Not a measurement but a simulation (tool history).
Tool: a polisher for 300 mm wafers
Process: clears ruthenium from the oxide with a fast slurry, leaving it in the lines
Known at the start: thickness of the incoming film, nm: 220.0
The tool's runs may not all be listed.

| run | day | flow of slurry (ml/min) | pressure of the wafer on the pad (kPa) | speed of the pad under the wafer (cm/s) | abrasive content of the slurry | overpolish time after the end point (s) | time until the end point was called (s) | dishing of a wide line in a test structure (angstrom) |
|---|---|---|---|---|---|---|---|---|
| 1 | 0 | 175 | 11 | 120 | 1 | 28 | 83.231 | 599.57 |
| 2 | 0.233 | 175 | 11 | 120 | 0.8 | 28 | 90.448 | 538.05 |
| 3 | 0.525 | 175 | 11 | 120 | 0.8 | 19 | 87.528 | 398.76 |
| 4 | 0.721 | 175 | 11 | 120 | 0.8 | 30 | 90.225 | 583.29 |
| 5 | 0.958 | 175 | 10.3 | 120 | 0.8 | 32 | 93.981 | 568.7 |
| 6 | 1.175 | 175 | 10.3 | 120 | 0.65 | 32 | 100.79 | 530.49 |
| 7 | 1.354 | 170 | 7.6 | 118 | 0.65 | 40 | 141.35 | 505.46 |

Run 8 comes next. What will it give?
| 8 | 1.588 | 175 | 7.6 | 118 | 0.65 | 40 | ? | ? |

Run 8 gave time until the end point was called (s) 141.71, dishing of a wide line in a test structure (angstrom) 504.93.
